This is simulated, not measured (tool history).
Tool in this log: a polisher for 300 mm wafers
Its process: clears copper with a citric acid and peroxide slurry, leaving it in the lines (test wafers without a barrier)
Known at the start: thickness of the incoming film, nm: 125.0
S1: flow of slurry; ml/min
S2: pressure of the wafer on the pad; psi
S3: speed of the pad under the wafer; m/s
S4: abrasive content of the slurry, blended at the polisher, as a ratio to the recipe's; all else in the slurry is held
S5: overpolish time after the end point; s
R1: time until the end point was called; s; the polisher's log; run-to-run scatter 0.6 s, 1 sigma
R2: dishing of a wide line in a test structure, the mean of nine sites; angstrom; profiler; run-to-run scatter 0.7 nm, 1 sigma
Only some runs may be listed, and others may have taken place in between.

run  hour   S1   S2    S3  S4  S5      R1      R2
  1     0  175  2.4  0.98   1  25  80.497  264.92
  2   1.1  175  2.4  0.98   1  33  81.757     333
  3   1.7  200  2.4  0.98   1  33  79.821  337.41
  4     4  200    2  0.98   1  33  94.616   286.1
  5   9.8  200  2.2  0.98   1  30  85.206  286.51
  6    15  205  2.4  0.98   1  28  80.345  291.65
  7  21.7  205  2.6     1   1  26  71.503  294.85
  8  26.9  205  2.7     1   1  25  69.761  282.44
  9  35.7  205  2.8     1   1  24  66.779  291.21

What will run 10 give?
 10  37.9  205  2.9   1   1  23   ?   ?

R1: 64 s
R2: 300.11 angstrom
